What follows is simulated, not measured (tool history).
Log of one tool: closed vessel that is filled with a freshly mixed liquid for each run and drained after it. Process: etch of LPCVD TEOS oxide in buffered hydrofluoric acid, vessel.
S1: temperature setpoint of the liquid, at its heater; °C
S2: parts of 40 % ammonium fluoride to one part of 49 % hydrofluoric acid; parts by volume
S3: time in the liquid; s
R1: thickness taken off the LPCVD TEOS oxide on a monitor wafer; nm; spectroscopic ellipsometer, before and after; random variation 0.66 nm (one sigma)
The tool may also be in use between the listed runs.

run 1 day=0 | S1=21 S2=23 S3=100 | R1=140.82
run 2 day=0.162 | S1=21 S2=18 S3=100 | R1=171.51
run 3 day=0.312 | S1=20 S2=19.5 S3=100 | R1=149.6
run 4 day=0.45 | S1=20 S2=19.5 S3=110 | R1=164.85
run 5 day=0.738 | S1=19 S2=20.5 S3=110 | R1=148.88
run 6 day=0.888 | S1=19 S2=18 S3=110 | R1=167.71
run 7 day=1.012 | S1=18.5 S2=19.5 S3=110 | R1=151.02
run 8 day=1.117 | S1=18 S2=20.5 S3=110 | R1=142.96

Run 9 comes next. What will it give?
run 9 day=1.271 | S1=17 S2=26 S3=110 | R1=?

R1: 112.64 nm
